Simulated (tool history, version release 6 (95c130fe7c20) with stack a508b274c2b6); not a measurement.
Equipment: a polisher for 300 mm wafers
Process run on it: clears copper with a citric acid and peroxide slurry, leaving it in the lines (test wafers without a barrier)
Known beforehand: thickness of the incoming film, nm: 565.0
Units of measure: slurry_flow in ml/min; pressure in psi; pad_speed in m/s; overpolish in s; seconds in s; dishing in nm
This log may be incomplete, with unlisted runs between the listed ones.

{"run": 1, "hour": 0.0, "slurry_flow": 250, "pressure": 4.2, "pad_speed": 1.4, "slurry_solids": 1, "overpolish": 23, "seconds": 120.97, "dishing": 63.877}
{"run": 2, "hour": 6.9, "slurry_flow": 250, "pressure": 3.8, "pad_speed": 1.4, "slurry_solids": 1, "overpolish": 22, "seconds": 126.19, "dishing": 57.314}
{"run": 3, "hour": 13.6, "slurry_flow": 250, "pressure": 3.4, "pad_speed": 1.36, "slurry_solids": 1, "overpolish": 22, "seconds": 144.01, "dishing": 51.873}
{"run": 4, "hour": 20.0, "slurry_flow": 250, "pressure": 3.1, "pad_speed": 1.36, "slurry_solids": 1, "overpolish": 22, "seconds": 153.67, "dishing": 48.847}
{"run": 5, "hour": 24.4, "slurry_flow": 250, "pressure": 3.1, "pad_speed": 1.36, "slurry_solids": 0.9, "overpolish": 22, "seconds": 154.31, "dishing": 49.102}
{"run": 6, "hour": 25.2, "slurry_flow": 285, "pressure": 3.1, "pad_speed": 1.36, "slurry_solids": 0.9, "overpolish": 22, "seconds": 155.43, "dishing": 49.078}
{"run": 7, "hour": 30.0, "slurry_flow": 285, "pressure": 2.9, "pad_speed": 1.36, "slurry_solids": 0.9, "overpolish": 22, "seconds": 158.92, "dishing": 46.573}
{"run": 8, "hour": 35.7, "slurry_flow": 285, "pressure": 2.9, "pad_speed": 1.36, "slurry_solids": 0.9, "overpolish": 22, "seconds": 159.52, "dishing": 48.637}

Expected results for the next run?
{"run": 9, "hour": 40.2, "slurry_flow": 285, "pressure": 2.9, "pad_speed": 1.36, "slurry_solids": 0.9, "overpolish": 22, "seconds": "?", "dishing": "?"}

Run 9 produced seconds 161.45 s, dishing 45.542 nm.
